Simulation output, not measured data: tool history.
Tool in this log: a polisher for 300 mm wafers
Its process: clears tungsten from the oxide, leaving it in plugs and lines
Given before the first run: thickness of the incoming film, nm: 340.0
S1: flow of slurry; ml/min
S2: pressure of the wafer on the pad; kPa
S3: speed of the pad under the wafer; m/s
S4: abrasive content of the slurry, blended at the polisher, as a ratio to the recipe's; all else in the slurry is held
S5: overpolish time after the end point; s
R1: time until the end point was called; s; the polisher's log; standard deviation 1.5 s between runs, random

{"run": 1, "day": 0.0, "S1": 120, "S2": 16.5, "S3": 1.3, "S4": 1, "S5": 23, "R1": 88.365}
{"run": 2, "day": 0.262, "S1": 120, "S2": 16.5, "S3": 1.3, "S4": 0.9, "S5": 23, "R1": 90.838}
{"run": 3, "day": 0.633, "S1": 120, "S2": 16.5, "S3": 1.02, "S4": 0.9, "S5": 23, "R1": 104.58}
{"run": 4, "day": 0.896, "S1": 95, "S2": 16.5, "S3": 1.02, "S4": 0.9, "S5": 23, "R1": 112.24}
{"run": 5, "day": 1.088, "S1": 95, "S2": 16.5, "S3": 1.02, "S4": 0.7, "S5": 23, "R1": 114.96}
{"run": 6, "day": 1.25, "S1": 90, "S2": 15.9, "S3": 1.02, "S4": 0.7, "S5": 23, "R1": 121.67}

The next listed run, before its measurement:
{"run": 7, "day": 1.517, "S1": 90, "S2": 15.2, "S3": 1.02, "S4": 0.7, "S5": 23, "R1": "?"}

Run 7 measured R1 126.52 s.
